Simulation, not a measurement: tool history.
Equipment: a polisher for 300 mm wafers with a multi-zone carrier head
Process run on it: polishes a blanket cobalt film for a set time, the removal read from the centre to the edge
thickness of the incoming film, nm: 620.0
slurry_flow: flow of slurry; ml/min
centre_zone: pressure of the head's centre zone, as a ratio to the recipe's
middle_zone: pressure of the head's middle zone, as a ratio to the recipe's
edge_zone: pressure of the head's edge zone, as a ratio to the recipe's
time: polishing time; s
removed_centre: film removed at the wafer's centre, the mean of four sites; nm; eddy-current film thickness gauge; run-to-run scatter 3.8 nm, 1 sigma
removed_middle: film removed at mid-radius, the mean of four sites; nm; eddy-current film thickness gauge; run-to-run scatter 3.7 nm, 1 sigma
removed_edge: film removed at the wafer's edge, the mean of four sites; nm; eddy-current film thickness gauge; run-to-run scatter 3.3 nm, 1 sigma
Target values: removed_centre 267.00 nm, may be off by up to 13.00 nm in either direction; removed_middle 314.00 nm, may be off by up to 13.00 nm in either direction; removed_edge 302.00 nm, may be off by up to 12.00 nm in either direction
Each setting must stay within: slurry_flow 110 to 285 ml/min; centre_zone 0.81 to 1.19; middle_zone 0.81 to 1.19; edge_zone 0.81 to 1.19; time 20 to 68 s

run  hour  slurry_flow  centre_zone  middle_zone  edge_zone  time  removed_centre  removed_middle  removed_edge
  1   0.0          180         1.00         1.00       1.00    44          227.35          224.14        220.60
  2   8.6          180         1.00         1.00       1.00    50          258.40          256.33        252.37
  3  13.4          180         1.00         1.05       1.00    50          263.05          267.43        248.53
  4  17.3          185         0.97         1.06       1.03    51          262.48          274.20        255.80
  5  23.4          185         0.94         1.06       1.05    53          257.97          283.77        274.96
  6  23.9          190         0.93         1.07       1.06    54          267.10          291.11        278.92
  7  28.1          190         0.92         1.08       1.07    55          269.83          303.38        290.92
  8  30.0          190         0.91         1.08       1.08    55          263.13          298.78        284.77
  9  30.8          190         0.90         1.08       1.09    55          258.77          305.69        293.71

Exercise: of the 5 proposed moves below, exactly one satisfies all targets within the stated allowed misses. Which move is it?
  A  31.6          200         0.89         1.07       1.17    52               ?               ?             ?
  B  31.6          180         0.87         1.06       1.07    58               ?               ?             ?
  C  31.6          215         0.86         1.19       1.08    53               ?               ?             ?
  D  31.6          165         0.97         1.04       1.14    56               ?               ?             ?
  E  31.6          170         0.86         1.00       1.19    60               ?               ?             ?

move  removed_centre  removed_middle  removed_edge
   A          247.86          286.96        285.03
   B          265.69          312.18        301.63
   C          248.10          323.99        282.02
   D          277.98          291.74        296.21
   E          268.79          304.21        325.17
A: lands further from the targets than the last run did
B: all results land within tolerance of their targets
C: lands further from the targets than the last run did
D: corrects the largest miss of the last run, while another result sits out of spec
E: takes the result that was furthest off past its target
B meets every target.
